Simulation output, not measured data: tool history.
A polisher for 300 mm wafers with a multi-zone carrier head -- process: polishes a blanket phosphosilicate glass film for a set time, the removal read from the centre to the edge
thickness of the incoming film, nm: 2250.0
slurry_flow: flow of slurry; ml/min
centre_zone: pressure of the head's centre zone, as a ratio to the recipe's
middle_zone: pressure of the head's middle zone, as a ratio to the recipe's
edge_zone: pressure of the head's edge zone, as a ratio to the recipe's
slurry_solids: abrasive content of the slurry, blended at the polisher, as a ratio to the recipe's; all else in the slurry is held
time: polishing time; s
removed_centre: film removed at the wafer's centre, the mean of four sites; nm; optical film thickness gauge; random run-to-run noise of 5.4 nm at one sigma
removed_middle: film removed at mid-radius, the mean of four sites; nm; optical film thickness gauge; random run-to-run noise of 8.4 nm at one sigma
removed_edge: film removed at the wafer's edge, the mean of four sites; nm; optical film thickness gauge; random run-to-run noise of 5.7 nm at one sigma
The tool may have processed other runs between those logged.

| run | day | slurry_flow | centre_zone | middle_zone | edge_zone | slurry_solids | time | removed_centre | removed_middle | removed_edge |
|---|---|---|---|---|---|---|---|---|---|---|
| 1 | 0 | 310 | 1 | 1 | 1 | 1 | 88 | 444.43 | 448.15 | 428.72 |
| 2 | 0.112 | 310 | 0.99 | 1 | 1.03 | 1.1 | 89 | 449.49 | 467.46 | 470.83 |
| 3 | 0.383 | 315 | 1.01 | 1.02 | 1.05 | 1.15 | 89 | 484 | 478.16 | 489.16 |
| 4 | 0.446 | 315 | 0.93 | 1.02 | 1.05 | 1.15 | 89 | 445.43 | 471.11 | 477.57 |
| 5 | 0.658 | 310 | 0.94 | 1.04 | 1.06 | 1.2 | 89 | 449.09 | 504.01 | 494.45 |
| 6 | 0.804 | 315 | 0.96 | 1.05 | 1.08 | 1.25 | 89 | 463.36 | 515.7 | 506.76 |
| 7 | 1.104 | 315 | 0.98 | 1.05 | 1.09 | 1.3 | 89 | 493.21 | 507.06 | 516.18 |

Forecast run 8:
| 8 | 1.204 | 315 | 0.98 | 1.06 | 1.1 | 1.35 | 90 | ? | ? | ? |

removed_centre: 507.93 nm
removed_middle: 547.29 nm
removed_edge: 528.23 nm
